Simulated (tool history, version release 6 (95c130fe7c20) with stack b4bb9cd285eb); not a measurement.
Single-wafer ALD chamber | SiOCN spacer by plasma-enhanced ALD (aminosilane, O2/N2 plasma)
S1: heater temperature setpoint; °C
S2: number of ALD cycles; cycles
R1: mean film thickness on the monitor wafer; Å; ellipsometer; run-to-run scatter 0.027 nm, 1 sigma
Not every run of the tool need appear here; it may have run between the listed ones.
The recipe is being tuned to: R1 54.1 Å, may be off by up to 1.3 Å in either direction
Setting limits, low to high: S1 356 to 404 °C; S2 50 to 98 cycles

Run 1, day 0: S1 380 °C, S2 74 cycles. Result: R1 45.416 Å.
Run 2, day 0.338: S1 380 °C, S2 76 cycles. Result: R1 46.866 Å.
Run 3, day 0.55: S1 380 °C, S2 78 cycles. Result: R1 48.335 Å.
Run 4, day 0.646: S1 380 °C, S2 73 cycles. Result: R1 44.695 Å.
Run 5, day 0.921: S1 380 °C, S2 63 cycles. Result: R1 38.3 Å.
Run 6, day 1.096: S1 371 °C, S2 63 cycles. Result: R1 38.742 Å.
Run 7, day 1.279: S1 371 °C, S2 66 cycles. Result: R1 40.728 Å.
Run 8, day 1.575: S1 371 °C, S2 69 cycles. Result: R1 42.253 Å.
Run 9, day 1.825: S1 371 °C, S2 71 cycles. Result: R1 43.636 Å.
At day 2.142: thermocouple changed; heater temperature recalibrated.
Run 10, day 2.142: S1 371 °C, S2 83 cycles. Result: R1 50.942 Å.

5 candidate next runs follow, results not yet known. Just one meets every target within its allowed miss. Identify it.
Run A, day 2.458: S1 383 °C, S2 75 cycles. Result: R1 ?.
Run B, day 2.458: S1 356 °C, S2 81 cycles. Result: R1 ?.
Run C, day 2.458: S1 376 °C, S2 78 cycles. Result: R1 ?.
Run D, day 2.458: S1 366 °C, S2 88 cycles. Result: R1 ?.
Run E, day 2.458: S1 363 °C, S2 93 cycles. Result: R1 ?.

move      R1
   A  46.052
   B  49.736
   C  47.894
   D  54.034
   E  57.104
A: moves away from the targets compared with the last run
B: moves away from the targets compared with the last run
C: moves away from the targets compared with the last run
D: all results land within tolerance of their targets
E: moves the result that the last run missed by most past its target, out the other side
Answer: D

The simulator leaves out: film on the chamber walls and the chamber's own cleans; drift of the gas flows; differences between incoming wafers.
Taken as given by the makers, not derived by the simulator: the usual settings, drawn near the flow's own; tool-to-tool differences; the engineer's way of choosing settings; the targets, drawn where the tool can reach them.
